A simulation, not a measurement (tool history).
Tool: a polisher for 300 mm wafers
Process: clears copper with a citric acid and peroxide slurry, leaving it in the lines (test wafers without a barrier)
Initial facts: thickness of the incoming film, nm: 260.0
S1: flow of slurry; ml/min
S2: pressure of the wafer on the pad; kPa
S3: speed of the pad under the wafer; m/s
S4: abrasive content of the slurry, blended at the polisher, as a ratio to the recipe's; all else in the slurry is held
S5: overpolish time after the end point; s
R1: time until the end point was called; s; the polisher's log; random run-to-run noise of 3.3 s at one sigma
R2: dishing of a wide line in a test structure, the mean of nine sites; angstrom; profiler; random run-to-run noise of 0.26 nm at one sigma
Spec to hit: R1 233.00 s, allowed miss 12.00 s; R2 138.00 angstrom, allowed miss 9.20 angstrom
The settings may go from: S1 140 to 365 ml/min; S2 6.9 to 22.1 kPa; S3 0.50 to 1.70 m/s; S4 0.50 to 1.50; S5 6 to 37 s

run  hour   S1    S2    S3    S4  S5      R1      R2
  1   0.0  235  14.5  1.10  1.00  19  137.61  146.08
  2   7.8  210  14.5  1.10  1.00  19  138.15  138.88
  3  12.2  210  14.5  1.10  1.10  19  138.83  145.71
  4  14.0  210  12.4  1.08  1.10  21  154.67  144.86
  5  17.8  210  12.4  1.08  0.90  21  164.51  132.03
  6  20.7  210  12.4  1.30  0.90  21  139.06  148.38
  7  21.7  210  10.3  1.20  0.90  24  170.11  139.68
  8  24.3  210   9.0  1.14  0.90  26  198.03  141.02
  9  30.2  210   8.3  1.12  0.90  27  211.19  135.27

Pick the move, out of 4, that brings all results within their allowed miss; only one does.
  A  36.1  230  7.6  1.04  0.95  31   ?   ?
  B  36.1  190  9.7  1.22  0.70  27   ?   ?
  C  36.1  200  8.3  1.22  0.90  28   ?   ?
  D  36.1  200  7.6  1.26  1.00  25   ?   ?

move      R1      R2
   A  236.92  139.65
   B  192.39  144.35
   C  200.78  143.35
   D  201.99  135.76
A: hits every target within its allowed miss
B: misses by more than the last run did
C: misses by more than the last run did
D: misses by more than the last run did
So the answer is move A, the one that meets all the targets.
